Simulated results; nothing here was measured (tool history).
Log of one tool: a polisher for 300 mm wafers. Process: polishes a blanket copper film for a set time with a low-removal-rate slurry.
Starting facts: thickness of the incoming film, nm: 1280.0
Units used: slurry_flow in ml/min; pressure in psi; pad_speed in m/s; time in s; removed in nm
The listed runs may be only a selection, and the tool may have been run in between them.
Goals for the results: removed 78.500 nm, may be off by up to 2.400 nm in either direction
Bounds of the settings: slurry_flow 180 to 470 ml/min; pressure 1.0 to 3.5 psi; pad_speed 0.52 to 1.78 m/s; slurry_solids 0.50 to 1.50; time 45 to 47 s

run	hour	slurry_flow	pressure	pad_speed	slurry_solids	time	removed
1	0.0	300	2.2	1.14	1.00	45	98.185
2	8.7	300	2.1	1.14	1.00	45	94.698
3	13.0	300	2.5	1.14	1.00	45	111.400
4	14.0	300	2.3	1.14	1.00	45	104.720
5	16.8	300	2.3	1.00	1.00	45	90.038
6	25.7	300	2.3	1.00	1.10	45	95.763
7	30.2	300	2.2	1.00	1.10	45	88.343
8	31.2	300	2.1	1.00	1.10	45	85.446
9	35.1	300	2.0	1.00	1.10	45	82.195

Exactly one of the 5 candidate moves below puts every result within its allowed miss. Which one?
A	39.0	220	1.8	1.10	0.95	47	?
B	39.0	400	1.9	0.98	1.30	47	?
C	39.0	255	2.0	1.14	0.85	45	?
D	39.0	285	2.0	1.06	1.10	46	?
E	39.0	295	1.7	1.20	1.35	45	?

move	removed
A	77.811
B	86.065
C	83.869
D	88.030
E	88.645
A: all results land within tolerance of their targets
B: further off than the last run
C: further off than the last run
D: further off than the last run
E: further off than the last run
A is the move that brings every result within its allowed miss.

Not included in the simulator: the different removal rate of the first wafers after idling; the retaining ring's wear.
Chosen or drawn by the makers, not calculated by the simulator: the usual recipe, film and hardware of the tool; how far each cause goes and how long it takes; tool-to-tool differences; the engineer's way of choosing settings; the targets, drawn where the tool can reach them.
